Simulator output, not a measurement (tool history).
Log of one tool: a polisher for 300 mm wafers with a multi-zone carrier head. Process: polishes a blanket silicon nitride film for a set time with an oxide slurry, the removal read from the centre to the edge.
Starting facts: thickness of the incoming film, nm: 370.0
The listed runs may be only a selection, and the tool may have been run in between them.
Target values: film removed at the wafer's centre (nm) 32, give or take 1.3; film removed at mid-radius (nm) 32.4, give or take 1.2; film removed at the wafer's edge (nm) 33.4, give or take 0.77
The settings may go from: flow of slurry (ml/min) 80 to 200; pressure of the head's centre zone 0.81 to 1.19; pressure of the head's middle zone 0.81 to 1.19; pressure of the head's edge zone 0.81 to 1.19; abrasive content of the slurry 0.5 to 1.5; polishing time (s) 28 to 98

run	day	flow of slurry (ml/min)	pressure of the head's centre zone	pressure of the head's middle zone	pressure of the head's edge zone	abrasive content of the slurry	polishing time (s)	film removed at the wafer's centre (nm)	film removed at mid-radius (nm)	film removed at the wafer's edge (nm)
1	0	130	1	1	1	1	63	29.612	27.286	27.552
2	0.283	135	0.99	1.01	1.02	1	63	29.71	27.811	27.763
3	0.438	135	0.99	1.01	1.02	1.1	63	31.607	29.69	29.735
4	0.533	140	0.98	1.01	1.04	1.1	63	31.559	30.07	30.077
5	0.596	145	0.97	1.01	1.06	1.1	63	31.247	29.298	30.198
6	0.925	150	0.96	1.02	1.07	1.1	63	32.203	30.689	30.639
7	1.225	165	0.86	0.99	1.17	1.1	63	29.127	30.291	32.144
8	1.45	170	0.86	0.99	1.17	1.1	63	29.385	30.405	32.305
9	1.588	175	0.86	0.99	1.17	1.1	63	28.969	30.565	32.223
10	1.762	175	0.87	0.99	1.17	1.1	63	29.113	30.54	32.124
11	2.117	175	0.88	0.99	1.17	1.1	63	29.883	30.891	32.229

Pick the move, out of 5, that brings all results within their allowed miss; only one does.
A	2.471	145	0.81	0.9	1.19	1.2	66	?	?	?
B	2.471	175	0.91	0.9	1.15	1.1	65	?	?	?
C	2.471	195	0.85	1.02	1.19	0.95	70	?	?	?
D	2.471	185	0.89	0.88	1.09	1.05	68	?	?	?
E	2.471	185	0.9	1.01	1.16	1.1	65	?	?	?

move	film removed at the wafer's centre (nm)	film removed at mid-radius (nm)	film removed at the wafer's edge (nm)
A	29.143	30.388	34.719
B	31.949	29.497	32.964
C	29.757	32.582	32.99
D	32.083	29.704	33.087
E	31.951	32.791	33.245
A: its largest miss is bigger than the last run's
B: gets the furthest-off result to its target, but another result is out of tolerance
C: its largest miss is bigger than the last run's
D: gets the furthest-off result to its target, but another result is out of tolerance
E: all results land within tolerance of their targets
The right move is E.
